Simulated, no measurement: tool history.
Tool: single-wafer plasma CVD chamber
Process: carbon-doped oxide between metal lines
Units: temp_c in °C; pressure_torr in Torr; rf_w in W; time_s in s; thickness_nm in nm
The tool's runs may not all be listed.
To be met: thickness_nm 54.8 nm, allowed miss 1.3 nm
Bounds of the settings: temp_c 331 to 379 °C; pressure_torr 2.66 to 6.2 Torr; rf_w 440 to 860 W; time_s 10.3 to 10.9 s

run,hour,temp_c,pressure_torr,rf_w,time_s,thickness_nm
1,0,355,4.43,650,10.9,69.037
2,2.8,355,4.43,650,10.3,64.42
3,9.9,357,4.23,620,10.3,61.582
4,13.9,357,4.23,685,10.3,66.839
5,14.7,359,4,655,10.3,63.383
6,16.4,361,3.77,640,10.3,61.811
7,21,368,3.12,535,10.3,50.426
8,29.3,366,3.26,540,10.3,51.785
9,31.3,364,3.35,540,10.3,52.274
10,38.4,364,3.35,540,10.3,52.46
11,42.2,363,3.42,540,10.3,51.74
12,44.7,363,3.54,545,10.3,52.4
13,48.1,362,3.59,550,10.3,53.13

Which of these 5 next moves meets every target?
A,51.5,367,3.51,530,10.3,?
B,51.5,358,3.72,560,10.3,?
C,51.5,364,3.26,575,10.6,?
D,51.5,366,3.52,540,10.3,?
E,51.5,366,3.19,540,10.3,?

move,thickness_nm
A,50.391
B,54.723
C,56.558
D,51.538
E,51.235
A: further off than the last run
B: meets every target
C: takes the result that was furthest off past its target
D: further off than the last run
E: further off than the last run
Move B is the one to make.
